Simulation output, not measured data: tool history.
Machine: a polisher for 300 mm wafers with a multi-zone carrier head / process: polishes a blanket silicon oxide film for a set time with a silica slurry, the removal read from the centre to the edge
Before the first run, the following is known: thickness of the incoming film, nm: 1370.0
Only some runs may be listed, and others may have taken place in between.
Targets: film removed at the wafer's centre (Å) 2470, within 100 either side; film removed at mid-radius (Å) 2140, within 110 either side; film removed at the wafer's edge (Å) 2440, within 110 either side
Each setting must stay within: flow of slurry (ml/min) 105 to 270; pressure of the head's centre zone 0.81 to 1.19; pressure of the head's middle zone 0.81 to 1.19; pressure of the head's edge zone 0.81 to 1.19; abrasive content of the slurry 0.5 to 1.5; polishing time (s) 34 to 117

run	hour	flow of slurry (ml/min)	pressure of the head's centre zone	pressure of the head's middle zone	pressure of the head's edge zone	abrasive content of the slurry	polishing time (s)	film removed at the wafer's centre (Å)	film removed at mid-radius (Å)	film removed at the wafer's edge (Å)
1	0	175	1	1	1	1	75	2290.9	2059.3	2069.1
2	1.3	180	1	0.99	1.05	1.05	75	2394.3	2116.5	2149.4
3	9.3	175	0.98	0.96	1.07	1.1	76	2411.1	2131.9	2323.5
4	14.3	145	0.98	0.96	1.07	1.1	76	2369.6	2111.8	2251.3
# hour 19.3: centre zone pressure recalibrated
5	19.3	145	0.98	0.96	1.07	1.1	63	1717.6	1689.7	1879.7
6	23.2	145	1.05	0.96	1.07	1.1	63	1868.2	1716.4	1821.8
7	26.2	145	1.05	0.96	1.07	1.1	63	1859.7	1699.9	1848.3
8	34.6	160	1.06	0.96	1.1	1.2	63	2033.7	1800.9	1985.3
9	35.7	175	1.05	0.97	1.12	1.25	63	2119.9	1913.5	2065.2
10	44.3	190	1.04	0.96	1.14	1.3	63	2189.6	1958.9	2159.2
11	51.4	200	1.04	0.95	1.15	1.35	63	2200.5	1978	2244.1
12	55.9	210	1.05	0.95	1.16	1.4	63	2218.7	2021.2	2327.5
13	59.1	215	1.08	0.95	1.16	1.4	63	2323.4	2024.8	2309.6
14	65.5	220	1.09	0.95	1.17	1.4	63	2363.1	2022.7	2293.5

Which of these 5 next moves meets every target?
A	71.9	250	1.12	1.06	1.1	1.25	63	?	?	?
B	71.9	250	1.03	0.82	1.15	1.25	67	?	?	?
C	71.9	270	1.15	0.99	1.17	1.3	58	?	?	?
D	71.9	235	1.09	0.95	1.19	1.45	64	?	?	?
E	71.9	240	1.03	1.03	1.09	1.5	60	?	?	?

move	film removed at the wafer's centre (Å)	film removed at mid-radius (Å)	film removed at the wafer's edge (Å)
A	2375.6	2189.5	2146.7
B	2318.2	1892.4	2342.7
C	2312.1	1959.9	2096.3
D	2494.7	2163.3	2424.6
E	2248.9	2205.1	2206.2
A: the biggest miss grows against the last run
B: gets the furthest-off result to its target, but another result is out of tolerance
C: the biggest miss grows against the last run
D: hits every target within its allowed miss
E: the biggest miss grows against the last run
D is the move that brings every result within its allowed miss.
